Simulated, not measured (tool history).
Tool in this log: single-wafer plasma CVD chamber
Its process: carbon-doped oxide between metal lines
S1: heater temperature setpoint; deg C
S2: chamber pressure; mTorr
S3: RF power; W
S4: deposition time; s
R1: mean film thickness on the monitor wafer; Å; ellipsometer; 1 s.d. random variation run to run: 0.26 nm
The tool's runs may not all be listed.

run,hour,S1,S2,S3,S4,R1
1,0,365,3920,535,13.5,675.05
2,8.2,365,4540,535,13.5,679.82
3,16.6,365,4110,535,13.5,674.63
4,20.2,361,4110,535,13.5,678.51
5,22.2,350,4110,535,13.5,701.72
6,22.8,350,3530,535,13.5,693.85
7,23.7,349,3560,550,13.5,708.73
8,28.3,348,3580,565,13.5,721.44
9,34.2,347,3600,580,13.5,736.96
10,36.1,347,3620,590,13.5,743.58
11,37,347,3620,590,13.5,744.54

Run 12 has not been measured yet. What should we expect?
12,44.9,347,3630,600,13.5,?

R1: 752.73 Å
